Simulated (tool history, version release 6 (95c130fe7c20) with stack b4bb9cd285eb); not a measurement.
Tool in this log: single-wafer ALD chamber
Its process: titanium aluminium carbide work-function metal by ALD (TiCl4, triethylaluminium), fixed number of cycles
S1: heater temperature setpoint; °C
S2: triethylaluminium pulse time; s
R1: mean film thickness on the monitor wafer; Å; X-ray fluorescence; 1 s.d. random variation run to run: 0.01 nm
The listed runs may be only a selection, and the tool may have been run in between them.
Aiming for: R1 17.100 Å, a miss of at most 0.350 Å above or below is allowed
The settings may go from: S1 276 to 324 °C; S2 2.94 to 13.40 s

run 1 hour=0.0 | S1=300 S2=8.17 | R1=18.920
run 2 hour=7.1 | S1=300 S2=9.92 | R1=19.678
run 3 hour=9.6 | S1=297 S2=9.52 | R1=19.246
run 4 hour=11.4 | S1=295 S2=9.20 | R1=18.897
run 5 hour=19.1 | S1=295 S2=9.99 | R1=19.338
run 6 hour=24.7 | S1=295 S2=7.83 | R1=18.450
run 7 hour=27.3 | S1=293 S2=7.63 | R1=18.143
run 8 hour=32.8 | S1=292 S2=7.50 | R1=18.097
run 9 hour=36.4 | S1=291 S2=7.35 | R1=17.770
run 10 hour=40.9 | S1=290 S2=7.29 | R1=17.782
run 11 hour=45.0 | S1=282 S2=6.49 | R1=16.400

Next run, 5 choices. One meets every target within its allowed miss, the rest don't. Which?
run A hour=49.1 | S1=276 S2=6.32 | R1=?
run B hour=49.1 | S1=295 S2=5.88 | R1=?
run C hour=49.1 | S1=276 S2=6.20 | R1=?
run D hour=49.1 | S1=276 S2=5.42 | R1=?
run E hour=49.1 | S1=277 S2=5.26 | R1=?

move=A R1=15.855
move=B R1=16.996
move=C R1=15.766
move=D R1=15.079
move=E R1=14.988
A: lands further from the targets than the last run did
B: each result inside its tolerance
C: lands further from the targets than the last run did
D: lands further from the targets than the last run did
E: lands further from the targets than the last run did
Correct choice: B, which meets every target

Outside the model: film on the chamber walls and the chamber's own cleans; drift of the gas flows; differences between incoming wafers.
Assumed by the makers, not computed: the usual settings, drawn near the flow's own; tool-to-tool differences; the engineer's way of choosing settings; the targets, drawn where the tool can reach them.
